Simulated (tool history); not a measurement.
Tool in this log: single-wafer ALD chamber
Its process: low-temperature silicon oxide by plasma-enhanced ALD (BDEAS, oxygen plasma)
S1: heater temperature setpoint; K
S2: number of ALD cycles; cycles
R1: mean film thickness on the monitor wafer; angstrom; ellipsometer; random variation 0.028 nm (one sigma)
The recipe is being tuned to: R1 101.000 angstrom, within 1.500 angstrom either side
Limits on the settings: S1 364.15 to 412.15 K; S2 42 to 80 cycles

run,hour,S1,S2,R1
1,0.0,388.15,61,88.506
2,8.9,388.15,53,76.834
3,9.5,388.15,48,69.360
4,17.5,386.15,52,75.965
5,22.8,382.15,55,79.930
6,29.8,382.15,48,70.337
7,30.4,381.15,52,76.109
8,36.7,380.15,55,80.802

Below are 5 possible settings for the next run. Only one of them brings all results inside the allowed miss of their targets. Which is it?
A,43.0,372.15,71,?
B,43.0,381.15,69,?
C,43.0,378.15,74,?
D,43.0,383.15,75,?
E,43.0,384.15,51,?

move,R1
A,105.510
B,101.070
C,108.920
D,109.510
E,74.345
A: the result that was furthest off in the last run now lies on the other side of its target
B: all results in spec
C: the result that was furthest off in the last run now lies on the other side of its target
D: the result that was furthest off in the last run now lies on the other side of its target
E: the biggest miss grows against the last run
Go with B: it meets all targets.

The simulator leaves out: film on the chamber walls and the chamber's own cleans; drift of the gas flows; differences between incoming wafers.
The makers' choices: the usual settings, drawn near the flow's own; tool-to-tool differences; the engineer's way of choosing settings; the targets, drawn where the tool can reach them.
